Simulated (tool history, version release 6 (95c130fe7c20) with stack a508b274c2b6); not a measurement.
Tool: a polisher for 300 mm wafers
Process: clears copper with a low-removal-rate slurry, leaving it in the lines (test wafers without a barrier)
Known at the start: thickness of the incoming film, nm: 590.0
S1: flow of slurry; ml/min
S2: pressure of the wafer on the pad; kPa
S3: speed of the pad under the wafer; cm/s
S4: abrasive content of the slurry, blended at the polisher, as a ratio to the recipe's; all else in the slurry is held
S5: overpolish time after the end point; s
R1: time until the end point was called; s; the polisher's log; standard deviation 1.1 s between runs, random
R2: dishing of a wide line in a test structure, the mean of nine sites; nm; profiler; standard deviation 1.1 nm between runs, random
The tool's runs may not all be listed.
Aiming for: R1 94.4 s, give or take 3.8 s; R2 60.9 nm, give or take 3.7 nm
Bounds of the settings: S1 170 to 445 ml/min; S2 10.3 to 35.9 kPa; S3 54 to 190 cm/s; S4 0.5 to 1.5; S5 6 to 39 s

| run | day | S1 | S2 | S3 | S4 | S5 | R1 | R2 |
|---|---|---|---|---|---|---|---|---|
| 1 | 0 | 285 | 22.8 | 122 | 1 | 20 | 128.04 | 55.638 |
| 2 | 0.071 | 285 | 24.1 | 122 | 1 | 19 | 123.39 | 55.385 |
| 3 | 0.096 | 285 | 24.1 | 146 | 1 | 19 | 104.29 | 61.876 |
| 4 | 0.267 | 285 | 24.8 | 146 | 1 | 18 | 100.22 | 61.894 |
| 5 | 0.317 | 285 | 20.7 | 146 | 1 | 18 | 117.1 | 52.652 |
| 6 | 0.504 | 285 | 20.7 | 124 | 1 | 18 | 140.94 | 48.794 |
| 7 | 0.525 | 285 | 20.7 | 124 | 1 | 18 | 140.43 | 45.304 |
| 8 | 0.829 | 285 | 22.8 | 126 | 1 | 17 | 126.05 | 49.205 |
| 9 | 1.179 | 285 | 29.6 | 128 | 1 | 15 | 96.675 | 56.154 |

Consider the 5 candidate settings below. Which is the only one whose results all fall within their allowed miss of target?
| A | 1.529 | 335 | 26.9 | 132 | 1.3 | 17 | ? | ? |
| B | 1.529 | 265 | 26.2 | 138 | 1.05 | 13 | ? | ? |
| C | 1.529 | 285 | 29 | 132 | 1.05 | 14 | ? | ? |
| D | 1.529 | 300 | 32.4 | 118 | 0.9 | 14 | ? | ? |
| E | 1.529 | 355 | 30.3 | 118 | 1.1 | 13 | ? | ? |

| move | R1 | R2 |
|---|---|---|
| A | 93.08 | 60.025 |
| B | 97.358 | 47.822 |
| C | 91.489 | 53.264 |
| D | 93.449 | 52.806 |
| E | 94.735 | 49.252 |
A: meets every target
B: its largest miss is bigger than the last run's
C: its largest miss is bigger than the last run's
D: its largest miss is bigger than the last run's
E: its largest miss is bigger than the last run's
A is the move that brings every result within its allowed miss.
